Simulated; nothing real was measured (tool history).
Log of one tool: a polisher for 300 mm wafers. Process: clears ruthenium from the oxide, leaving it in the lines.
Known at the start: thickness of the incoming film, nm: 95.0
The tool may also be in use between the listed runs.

run  hour  flow of slurry (ml/min)  pressure of the wafer on the pad (kPa)  speed of the pad under the wafer (cm/s)  overpolish time after the end point (s)  time until the end point was called (s)
  1     0                      200                                    13.8                                       82                                       21                                   99.029
  2   0.7                      200                                    13.8                                       82                                       22                                   95.756
  3     3                      200                                    14.5                                       82                                       22                                   91.868
  4   6.1                      200                                    14.5                                       96                                       22                                    79.41
  5  13.7                      200                                      11                                       96                                       22                                   106.34
  6  17.8                      200                                      11                                       76                                       22                                   124.95
  7  26.3                      200                                    13.1                                       78                                       22                                   104.92

Forecast run 8:
  8  31.9                      200                                    17.2                                       82                                       22                                        ?

time until the end point was called (s): 79.232
